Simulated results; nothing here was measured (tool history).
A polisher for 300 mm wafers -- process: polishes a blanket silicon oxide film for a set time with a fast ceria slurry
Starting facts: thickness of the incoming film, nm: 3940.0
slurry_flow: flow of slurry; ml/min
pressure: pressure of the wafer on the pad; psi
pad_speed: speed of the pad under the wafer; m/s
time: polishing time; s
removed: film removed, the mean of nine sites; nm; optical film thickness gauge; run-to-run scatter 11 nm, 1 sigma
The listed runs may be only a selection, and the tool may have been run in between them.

Run 1, hour 0: slurry_flow 180 ml/min, pressure 2.8 psi, pad_speed 0.78 m/s, time 116 s. Result: removed 1363.2 nm.
Run 2, hour 2.1: slurry_flow 180 ml/min, pressure 2.6 psi, pad_speed 0.78 m/s, time 116 s. Result: removed 1258.4 nm.
Run 3, hour 5.7: slurry_flow 215 ml/min, pressure 2.6 psi, pad_speed 0.78 m/s, time 116 s. Result: removed 1278.7 nm.
Run 4, hour 11.6: slurry_flow 215 ml/min, pressure 2.6 psi, pad_speed 0.86 m/s, time 116 s. Result: removed 1383 nm.
Run 5, hour 15.2: slurry_flow 215 ml/min, pressure 2.4 psi, pad_speed 0.86 m/s, time 116 s. Result: removed 1313.6 nm.
Run 6, hour 18.7: slurry_flow 215 ml/min, pressure 2.7 psi, pad_speed 0.86 m/s, time 116 s. Result: removed 1423.4 nm.
Run 7, hour 22.6: slurry_flow 215 ml/min, pressure 2.4 psi, pad_speed 0.86 m/s, time 116 s. Result: removed 1299.2 nm.
Run 8, hour 26.8: slurry_flow 215 ml/min, pressure 2.2 psi, pad_speed 0.86 m/s, time 116 s. Result: removed 1177.3 nm.
Run 9, hour 28: slurry_flow 215 ml/min, pressure 2.1 psi, pad_speed 0.86 m/s, time 116 s. Result: removed 1118.2 nm.
Run 10, hour 34.1: slurry_flow 210 ml/min, pressure 1.5 psi, pad_speed 0.86 m/s, time 116 s. Result: removed 830.32 nm.

Run 11 has not been measured yet. What should we expect?
Run 11, hour 37.3: slurry_flow 210 ml/min, pressure 1.6 psi, pad_speed 0.86 m/s, time 116 s. Result: removed ?.

removed: 873.04 nm

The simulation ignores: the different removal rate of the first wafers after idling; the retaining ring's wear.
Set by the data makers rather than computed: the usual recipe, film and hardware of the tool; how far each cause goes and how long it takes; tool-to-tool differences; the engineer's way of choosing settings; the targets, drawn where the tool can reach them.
